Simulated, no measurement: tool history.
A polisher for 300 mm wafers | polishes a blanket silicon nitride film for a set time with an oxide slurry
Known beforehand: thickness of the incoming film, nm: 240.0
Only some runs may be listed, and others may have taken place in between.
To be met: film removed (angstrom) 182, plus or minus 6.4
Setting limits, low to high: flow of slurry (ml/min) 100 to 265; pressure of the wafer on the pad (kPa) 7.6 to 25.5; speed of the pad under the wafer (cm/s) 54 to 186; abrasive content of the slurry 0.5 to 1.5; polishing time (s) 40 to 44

| run | hour | flow of slurry (ml/min) | pressure of the wafer on the pad (kPa) | speed of the pad under the wafer (cm/s) | abrasive content of the slurry | polishing time (s) | film removed (angstrom) |
|---|---|---|---|---|---|---|---|
| 1 | 0 | 170 | 16.5 | 118 | 1 | 44 | 258.96 |
| 2 | 7.9 | 170 | 14.5 | 118 | 1 | 44 | 225.81 |
| 3 | 10.6 | 170 | 17.2 | 118 | 1 | 44 | 269.25 |
| 4 | 18.1 | 170 | 17.2 | 118 | 0.9 | 44 | 257.1 |
| 5 | 21.4 | 170 | 20.7 | 118 | 0.9 | 44 | 304.24 |
| 6 | 22.9 | 195 | 20.7 | 118 | 0.9 | 44 | 311.39 |
| 7 | 30.9 | 175 | 16.5 | 114 | 0.9 | 44 | 241.59 |
| 8 | 35.8 | 175 | 15.2 | 114 | 0.9 | 44 | 218.83 |

Next run, 4 choices. One meets every target within its allowed miss, the rest don't. Which?
| A | 40.7 | 220 | 11 | 124 | 0.9 | 40 | ? |
| B | 40.7 | 185 | 14.5 | 90 | 1.05 | 43 | ? |
| C | 40.7 | 170 | 13.8 | 104 | 0.85 | 41 | ? |
| D | 40.7 | 160 | 17.2 | 66 | 1.3 | 41 | ? |

| move | film removed (angstrom) |
|---|---|
| A | 161.15 |
| B | 180.47 |
| C | 168.52 |
| D | 167.99 |
A: pushes the last run's worst result past its target
B: each result inside its tolerance
C: pushes the last run's worst result past its target
D: pushes the last run's worst result past its target
B is the move that brings every result within its allowed miss.

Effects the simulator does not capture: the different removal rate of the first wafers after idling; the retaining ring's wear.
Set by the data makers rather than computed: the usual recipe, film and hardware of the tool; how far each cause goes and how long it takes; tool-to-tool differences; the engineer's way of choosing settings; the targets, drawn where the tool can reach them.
